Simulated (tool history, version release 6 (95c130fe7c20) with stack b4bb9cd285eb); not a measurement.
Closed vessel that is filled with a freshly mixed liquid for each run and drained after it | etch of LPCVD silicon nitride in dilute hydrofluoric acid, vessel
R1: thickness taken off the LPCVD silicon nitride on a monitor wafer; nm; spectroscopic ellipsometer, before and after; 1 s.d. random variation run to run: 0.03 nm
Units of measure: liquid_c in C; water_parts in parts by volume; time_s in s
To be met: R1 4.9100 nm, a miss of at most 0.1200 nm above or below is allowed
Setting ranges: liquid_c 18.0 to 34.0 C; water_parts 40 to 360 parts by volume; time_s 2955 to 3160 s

Run 1, hour 0.0: liquid_c 26.0 C, water_parts 200 parts by volume, time_s 2955 s. Result: R1 8.6388 nm.
Run 2, hour 6.2: liquid_c 26.0 C, water_parts 200 parts by volume, time_s 3160 s. Result: R1 9.1610 nm.
Run 3, hour 9.7: liquid_c 26.0 C, water_parts 260 parts by volume, time_s 3160 s. Result: R1 7.0107 nm.
Run 4, hour 17.0: liquid_c 24.5 C, water_parts 260 parts by volume, time_s 3160 s. Result: R1 6.4518 nm.
Run 5, hour 21.4: liquid_c 23.5 C, water_parts 260 parts by volume, time_s 3160 s. Result: R1 6.1397 nm.
Run 6, hour 24.8: liquid_c 23.5 C, water_parts 260 parts by volume, time_s 2955 s. Result: R1 5.6805 nm.
Run 7, hour 28.0: liquid_c 23.0 C, water_parts 260 parts by volume, time_s 2955 s. Result: R1 5.5139 nm.
Run 8, hour 34.1: liquid_c 22.5 C, water_parts 260 parts by volume, time_s 2955 s. Result: R1 5.3580 nm.
Run 9, hour 39.1: liquid_c 22.0 C, water_parts 260 parts by volume, time_s 2955 s. Result: R1 5.1086 nm.

Exactly one of the 5 candidate moves below puts every result within its allowed miss. Which one?
Run A, hour 44.1: liquid_c 23.0 C, water_parts 270 parts by volume, time_s 2970 s. Result: R1 ?.
Run B, hour 44.1: liquid_c 20.0 C, water_parts 245 parts by volume, time_s 3040 s. Result: R1 ?.
Run C, hour 44.1: liquid_c 21.0 C, water_parts 255 parts by volume, time_s 3125 s. Result: R1 ?.
Run D, hour 44.1: liquid_c 21.0 C, water_parts 245 parts by volume, time_s 3090 s. Result: R1 ?.
Run E, hour 44.1: liquid_c 22.0 C, water_parts 255 parts by volume, time_s 2970 s. Result: R1 ?.

move      R1
   A  5.3025
   B  4.9334
   C  5.2016
   D  5.3477
   E  5.2677
A: moves away from the targets compared with the last run
B: in spec on every target
C: moves away from the targets compared with the last run
D: moves away from the targets compared with the last run
E: moves away from the targets compared with the last run
The move that meets every target is B.

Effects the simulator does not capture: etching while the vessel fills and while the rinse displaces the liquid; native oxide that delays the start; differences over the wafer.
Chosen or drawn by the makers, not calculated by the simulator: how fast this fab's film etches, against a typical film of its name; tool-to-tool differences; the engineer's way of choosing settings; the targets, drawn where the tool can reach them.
